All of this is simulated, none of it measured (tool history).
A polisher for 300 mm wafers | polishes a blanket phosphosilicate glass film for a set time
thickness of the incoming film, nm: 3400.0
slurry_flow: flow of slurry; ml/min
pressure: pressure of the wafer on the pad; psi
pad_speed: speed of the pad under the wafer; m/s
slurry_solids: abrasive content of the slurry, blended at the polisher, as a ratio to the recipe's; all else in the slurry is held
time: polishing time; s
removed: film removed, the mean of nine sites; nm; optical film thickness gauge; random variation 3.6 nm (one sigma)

run	hour	slurry_flow	pressure	pad_speed	slurry_solids	time	removed
1	0	265	4	1.1	1	55	639.93
2	3.6	295	4	1.1	1	55	644.75
3	6.8	295	4	1.1	1.15	55	687.03
4	14.3	295	3.4	1.1	1.15	55	593.98
5	21.3	295	3.4	0.88	1.15	55	489.12
6	24.4	295	4.1	0.88	1.15	55	583.01
7	31.4	295	3.7	0.88	1.15	55	533.64

Forecast run 8:
8	34.3	295	3.4	0.88	1.15	55	?

removed: 489.76 nm
